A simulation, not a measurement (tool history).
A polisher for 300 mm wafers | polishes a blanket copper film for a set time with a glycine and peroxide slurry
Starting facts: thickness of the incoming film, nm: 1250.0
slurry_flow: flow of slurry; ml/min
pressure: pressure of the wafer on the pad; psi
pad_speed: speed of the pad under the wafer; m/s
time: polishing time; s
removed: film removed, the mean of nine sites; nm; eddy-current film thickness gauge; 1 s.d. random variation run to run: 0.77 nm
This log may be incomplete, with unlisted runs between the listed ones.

run 1 hour=0 | slurry_flow=130 pressure=3.1 pad_speed=0.76 time=28 | removed=154.52
run 2 hour=2.8 | slurry_flow=105 pressure=3.1 pad_speed=0.76 time=28 | removed=146.3
run 3 hour=8.5 | slurry_flow=105 pressure=3.1 pad_speed=0.76 time=25 | removed=133.45
run 4 hour=14.5 | slurry_flow=105 pressure=3.1 pad_speed=0.76 time=28 | removed=147.13
run 5 hour=22.2 | slurry_flow=100 pressure=2.7 pad_speed=0.76 time=28 | removed=134.47
run 6 hour=29.3 | slurry_flow=115 pressure=2.7 pad_speed=0.76 time=28 | removed=136.8
run 7 hour=37.9 | slurry_flow=110 pressure=2.4 pad_speed=0.76 time=28 | removed=126.19

Forecast run 8:
run 8 hour=43.3 | slurry_flow=105 pressure=2.2 pad_speed=0.76 time=28 | removed=?

Run 8 came out at removed 117.87 nm.
